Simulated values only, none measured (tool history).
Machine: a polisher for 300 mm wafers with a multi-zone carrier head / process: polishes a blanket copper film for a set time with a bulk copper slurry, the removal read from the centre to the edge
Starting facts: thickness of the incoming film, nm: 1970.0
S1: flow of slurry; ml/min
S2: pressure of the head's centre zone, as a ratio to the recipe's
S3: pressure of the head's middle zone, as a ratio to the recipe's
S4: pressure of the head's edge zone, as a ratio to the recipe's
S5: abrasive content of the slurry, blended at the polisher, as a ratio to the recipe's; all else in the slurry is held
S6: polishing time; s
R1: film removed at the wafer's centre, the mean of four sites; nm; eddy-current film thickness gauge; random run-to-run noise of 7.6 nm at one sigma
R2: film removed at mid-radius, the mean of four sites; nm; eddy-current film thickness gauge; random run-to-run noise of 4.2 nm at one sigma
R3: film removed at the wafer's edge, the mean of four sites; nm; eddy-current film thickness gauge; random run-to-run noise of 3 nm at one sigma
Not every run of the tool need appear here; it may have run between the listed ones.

run	day	S1	S2	S3	S4	S5	S6	R1	R2	R3
1	0.000	225	1.00	1.00	1.00	1.00	36	325.36	331.52	346.64
2	0.312	245	1.05	1.03	0.99	1.10	37	368.29	369.46	370.13
3	0.488	245	1.05	1.03	0.91	1.10	37	375.69	365.27	352.64
4	0.700	225	1.05	1.03	0.91	1.10	37	357.58	357.95	350.56
5	0.867	255	1.05	1.03	0.91	1.10	37	367.82	360.91	357.23
6	1.012	255	0.98	1.03	0.91	1.10	37	345.79	364.79	359.84
7	1.096	320	1.08	1.12	0.90	1.35	41	463.12	469.67	427.63
8	1.346	325	1.11	1.12	0.90	1.35	41	477.88	473.36	424.70
9	1.600	330	1.13	1.11	0.91	1.35	41	488.76	466.27	427.84
10	1.892	335	1.14	1.11	0.91	1.35	41	480.27	466.33	434.08
11	1.983	330	1.15	1.11	0.89	1.40	41	501.31	470.69	430.11
12	2.346	330	1.16	1.11	0.89	1.40	41	507.46	477.09	427.61
13	2.588	330	1.17	1.11	0.89	1.40	41	486.55	473.85	429.90
14	2.646	335	1.17	1.10	0.87	1.40	41	508.42	468.59	429.61

Run 15 has not been measured yet. What should we expect?
15	2.754	340	1.17	1.10	0.87	1.40	41	?	?	?

{"run 15": {"R1": 503.23, "R2": 472.03, "R3": 431.48}}
